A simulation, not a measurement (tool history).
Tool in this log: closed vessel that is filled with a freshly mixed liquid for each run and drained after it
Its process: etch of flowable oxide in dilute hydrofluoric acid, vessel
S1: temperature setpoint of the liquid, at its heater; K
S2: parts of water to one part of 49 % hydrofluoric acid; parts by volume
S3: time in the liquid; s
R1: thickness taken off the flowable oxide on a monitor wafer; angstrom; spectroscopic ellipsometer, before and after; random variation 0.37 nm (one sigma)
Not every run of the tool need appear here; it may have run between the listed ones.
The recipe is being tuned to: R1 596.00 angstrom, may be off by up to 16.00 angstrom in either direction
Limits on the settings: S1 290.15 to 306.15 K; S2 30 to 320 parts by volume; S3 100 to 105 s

run,hour,S1,S2,S3,R1
1,0.0,298.15,175,100,209.55
2,5.2,301.15,175,100,237.00
3,12.5,301.15,175,105,249.12
4,20.0,302.65,145,105,326.96
5,22.5,303.65,125,105,402.82
6,28.1,303.65,125,105,406.03
7,29.2,304.15,115,105,451.05
8,38.0,304.65,110,105,490.06
9,42.1,305.15,105,105,525.70
10,43.7,305.65,100,105,567.04
11,52.5,306.15,100,105,577.99

Pick the move, out of 4, that brings all results within their allowed miss; only one does.
A,61.3,305.15,95,105,?
B,61.3,306.15,105,105,?
C,61.3,304.15,85,105,?
D,61.3,306.15,90,105,?

move,R1
A,588.26
B,543.88
C,642.88
D,649.17
A: all results land within tolerance of their targets
B: further off than the last run
C: pushes the last run's worst result past its target
D: pushes the last run's worst result past its target
The move that meets every target is A.

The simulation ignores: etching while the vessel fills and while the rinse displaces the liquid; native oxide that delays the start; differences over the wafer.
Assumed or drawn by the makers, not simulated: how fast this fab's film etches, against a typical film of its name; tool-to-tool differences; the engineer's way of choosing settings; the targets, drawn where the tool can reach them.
